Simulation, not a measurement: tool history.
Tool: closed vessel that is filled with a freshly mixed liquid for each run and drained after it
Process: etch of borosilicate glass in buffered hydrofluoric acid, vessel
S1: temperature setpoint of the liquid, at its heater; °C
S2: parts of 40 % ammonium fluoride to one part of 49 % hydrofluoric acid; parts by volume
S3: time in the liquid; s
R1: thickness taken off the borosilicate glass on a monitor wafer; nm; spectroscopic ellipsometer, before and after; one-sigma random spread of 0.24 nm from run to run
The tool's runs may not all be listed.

run  hour  S1  S2  S3      R1
  1   0.0  24  13  30  30.448
  2   4.3  24  13  30  30.183
  3   5.3  24  13  30  30.753
  4  10.1  24  13  30  30.248
  5  11.4  24  13  30  30.282
  6  15.1  24  11  30  35.476

The next listed run, before its measurement:
  7  22.9  23  11  30   ?

R1: 33.652 nm
